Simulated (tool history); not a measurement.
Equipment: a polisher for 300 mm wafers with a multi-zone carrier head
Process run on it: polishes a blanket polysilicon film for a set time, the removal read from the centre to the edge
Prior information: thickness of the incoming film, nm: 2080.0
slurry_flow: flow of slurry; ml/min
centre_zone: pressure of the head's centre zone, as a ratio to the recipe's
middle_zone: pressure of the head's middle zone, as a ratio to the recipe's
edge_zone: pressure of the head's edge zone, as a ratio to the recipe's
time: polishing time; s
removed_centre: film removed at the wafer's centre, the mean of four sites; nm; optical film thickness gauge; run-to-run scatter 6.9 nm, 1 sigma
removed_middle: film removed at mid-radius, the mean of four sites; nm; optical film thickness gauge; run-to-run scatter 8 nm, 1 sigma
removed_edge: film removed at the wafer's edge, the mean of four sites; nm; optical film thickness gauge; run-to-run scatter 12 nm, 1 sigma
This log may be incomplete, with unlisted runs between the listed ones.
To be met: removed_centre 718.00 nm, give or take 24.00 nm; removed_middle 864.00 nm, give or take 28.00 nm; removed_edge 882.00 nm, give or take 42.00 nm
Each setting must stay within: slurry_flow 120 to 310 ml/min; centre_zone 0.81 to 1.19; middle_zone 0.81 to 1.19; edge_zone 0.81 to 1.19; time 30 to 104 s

run,hour,slurry_flow,centre_zone,middle_zone,edge_zone,time,removed_centre,removed_middle,removed_edge
1,0.0,200,1.00,1.00,1.00,67,619.62,621.43,614.07
2,1.0,205,0.98,1.01,1.04,71,646.29,668.35,653.03
3,9.0,195,0.95,1.00,1.06,76,658.48,713.78,713.38
4,15.7,195,0.95,1.00,1.06,67,582.03,620.82,630.87
5,18.4,195,1.01,1.00,1.06,67,614.56,631.62,626.87
6,25.8,185,0.99,1.00,1.08,72,650.17,667.15,667.87
7,31.7,200,0.96,1.00,1.10,75,662.54,690.89,692.33
8,40.5,190,0.94,1.00,1.10,79,671.12,722.24,743.66
9,48.3,185,0.93,1.01,1.10,82,697.78,767.01,754.44

Consider the 5 candidate settings below. Which is the only one whose results all fall within their allowed miss of target?
A,56.1,185,1.02,1.02,1.07,72,?,?,?
B,56.1,225,0.83,0.98,1.10,91,?,?,?
C,56.1,230,1.15,1.05,1.10,66,?,?,?
D,56.1,195,1.06,1.03,0.99,68,?,?,?
E,56.1,165,1.14,1.14,0.99,66,?,?,?

move,removed_centre,removed_middle,removed_edge
A,667.48,675.70,654.09
B,708.80,852.12,855.17
C,716.85,656.05,621.06
D,661.90,649.15,604.05
E,668.74,666.31,572.55
A: moves away from the targets compared with the last run
B: in spec on every target
C: moves away from the targets compared with the last run
D: moves away from the targets compared with the last run
E: moves away from the targets compared with the last run
The right move is B.

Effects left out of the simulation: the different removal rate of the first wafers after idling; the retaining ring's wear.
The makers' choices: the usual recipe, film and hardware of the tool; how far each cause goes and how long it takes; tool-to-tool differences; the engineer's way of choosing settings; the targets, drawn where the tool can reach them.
